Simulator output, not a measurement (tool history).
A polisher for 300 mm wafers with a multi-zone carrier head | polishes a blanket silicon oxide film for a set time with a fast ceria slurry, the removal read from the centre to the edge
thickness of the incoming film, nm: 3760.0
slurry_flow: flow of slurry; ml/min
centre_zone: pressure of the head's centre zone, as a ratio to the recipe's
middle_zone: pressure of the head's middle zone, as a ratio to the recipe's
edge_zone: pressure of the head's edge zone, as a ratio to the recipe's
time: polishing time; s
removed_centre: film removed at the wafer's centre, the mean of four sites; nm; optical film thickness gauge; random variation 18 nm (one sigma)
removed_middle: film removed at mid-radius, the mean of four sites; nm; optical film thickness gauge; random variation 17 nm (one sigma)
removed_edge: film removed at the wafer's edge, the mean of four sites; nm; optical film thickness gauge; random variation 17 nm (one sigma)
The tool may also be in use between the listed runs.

run  hour  slurry_flow  centre_zone  middle_zone  edge_zone  time  removed_centre  removed_middle  removed_edge
  1   0.0          295         1.00         1.00       1.00    79          1171.8          1168.5        1203.7
  2   8.3          300         1.03         1.02       1.03    84          1288.5          1280.9        1283.0
  3  11.0          300         0.97         1.02       1.03    84          1232.0          1245.4        1285.2
  4  19.2          300         0.97         1.02       1.10    84          1230.9          1276.8        1330.5
  5  23.0          300         0.97         0.94       1.10    84          1219.2          1192.8        1310.3
  6  27.4          305         1.00         0.96       1.11    88          1324.5          1263.1        1415.7

The next listed run, before its measurement:
  7  31.7          310         1.04         1.01       1.12    90               ?               ?             ?

{"run 7": {"removed_centre": 1398.5, "removed_middle": 1372.3, "removed_edge": 1452.5}}
